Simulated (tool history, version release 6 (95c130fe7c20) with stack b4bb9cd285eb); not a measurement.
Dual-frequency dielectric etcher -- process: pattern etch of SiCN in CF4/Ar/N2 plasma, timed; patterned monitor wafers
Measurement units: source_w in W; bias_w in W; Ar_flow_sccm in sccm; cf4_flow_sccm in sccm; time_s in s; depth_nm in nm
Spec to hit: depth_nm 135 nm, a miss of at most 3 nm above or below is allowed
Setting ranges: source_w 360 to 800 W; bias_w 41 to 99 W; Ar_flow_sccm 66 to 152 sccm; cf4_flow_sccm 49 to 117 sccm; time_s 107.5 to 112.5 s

run  hour  source_w  bias_w  Ar_flow_sccm  cf4_flow_sccm  time_s  depth_nm
  1     0       580      70           109             83   107.5    108.17
  2   1.7       620      70           109             83   107.5    114.85
  3   7.4       650      70           109             83   107.5    122.87
  4  13.7       660      70           109             83   107.5    124.69
  5  16.8       660      70           109             83   107.5    123.75
  6  17.9       660      70           109             73   107.5    121.23
  7  20.6       680      70           109             73   107.5    127.21
  8  27.9       690      70           109             73   107.5    128.62
  9  34.3       700      70           109             73   107.5    130.31
 10  41.5       710      70           109             73   107.5    131.93

Pick the move, out of 5, that brings all results within their allowed miss; only one does.
  A  48.7       730      65           114             62   108.5         ?
  B  48.7       690      71           106             69   107.5         ?
  C  48.7       710      69           112             69   112.5         ?
  D  48.7       690      68           109             77   107.5         ?
  E  48.7       690      60            78             74     110         ?

move  depth_nm
   A    129.33
   B    127.73
   C    135.24
   D    127.15
   E    130.24
A: misses by more than the last run did
B: misses by more than the last run did
C: each result inside its tolerance
D: misses by more than the last run did
E: misses by more than the last run did
Answer: C

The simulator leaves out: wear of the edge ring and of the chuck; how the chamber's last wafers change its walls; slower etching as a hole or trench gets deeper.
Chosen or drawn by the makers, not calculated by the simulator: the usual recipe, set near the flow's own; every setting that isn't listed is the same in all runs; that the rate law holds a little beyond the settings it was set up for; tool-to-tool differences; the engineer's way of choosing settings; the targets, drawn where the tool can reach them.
